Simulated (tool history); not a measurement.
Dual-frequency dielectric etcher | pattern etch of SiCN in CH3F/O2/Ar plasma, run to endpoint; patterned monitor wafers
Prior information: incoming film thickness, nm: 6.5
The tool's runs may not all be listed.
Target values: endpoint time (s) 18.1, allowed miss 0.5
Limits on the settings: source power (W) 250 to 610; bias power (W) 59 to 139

run	day	source power (W)	bias power (W)	endpoint time (s)
1	0	430	99	13.831
2	0.167	380	88	15.238
3	0.362	340	83	16.237
4	0.496	320	81	16.972
5	0.825	310	80	17.258
6	1.088	390	80	15.89
7	1.321	360	78	16.584
8	1.654	340	77	17.054

Pick the move, out of 4, that brings all results within their allowed miss; only one does.
A	1.988	350	86	?
B	1.988	340	66	?
C	1.988	360	85	?
D	1.988	350	83	?

move	endpoint time (s)
A	16.067
B	18.24
C	15.991
D	16.32
A: its largest miss is bigger than the last run's
B: each result inside its tolerance
C: its largest miss is bigger than the last run's
D: its largest miss is bigger than the last run's
So the answer is move B, the one that meets all the targets.
